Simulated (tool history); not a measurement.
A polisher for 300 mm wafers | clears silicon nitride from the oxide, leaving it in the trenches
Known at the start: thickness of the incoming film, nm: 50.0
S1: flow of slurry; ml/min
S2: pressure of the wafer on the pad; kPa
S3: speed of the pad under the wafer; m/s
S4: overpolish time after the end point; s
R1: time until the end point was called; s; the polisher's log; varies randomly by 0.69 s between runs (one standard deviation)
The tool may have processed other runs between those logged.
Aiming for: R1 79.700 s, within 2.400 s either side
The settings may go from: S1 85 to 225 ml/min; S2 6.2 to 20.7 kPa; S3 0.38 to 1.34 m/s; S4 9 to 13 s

run  hour   S1    S2    S3  S4       R1
  1   0.0  145  13.1  0.86  13  106.700
  2   1.7  150  13.8  0.86  13  101.400
  3  10.0  150  13.8  0.86  13  101.200
  4  15.8  130  13.8  0.86  13  101.770
  5  18.6  130  14.5  0.86  13  100.250
  6  23.2  105  14.5  0.86  13  104.520
  7  26.1  145  17.2  0.86  13   84.404
  8  28.1  150  17.2  0.86  13   85.551

Exercise: of the 5 proposed moves below, exactly one satisfies all targets within the stated allowed misses. Which move is it?
  A  30.1  165  17.9  0.88  13   ?
  B  30.1  210  15.2  0.86   9   ?
  C  30.1  100  17.2  0.78   9   ?
  D  30.1  175  20.0  0.84   9   ?
  E  30.1  200  17.2  0.98  13   ?

move      R1
   A  79.657
   B  89.850
   C  97.595
   D  74.686
   E  73.989
A: each result inside its tolerance
B: lands further from the targets than the last run did
C: lands further from the targets than the last run did
D: pushes the last run's worst result past its target
E: pushes the last run's worst result past its target
So the answer is move A, the one that meets all the targets.
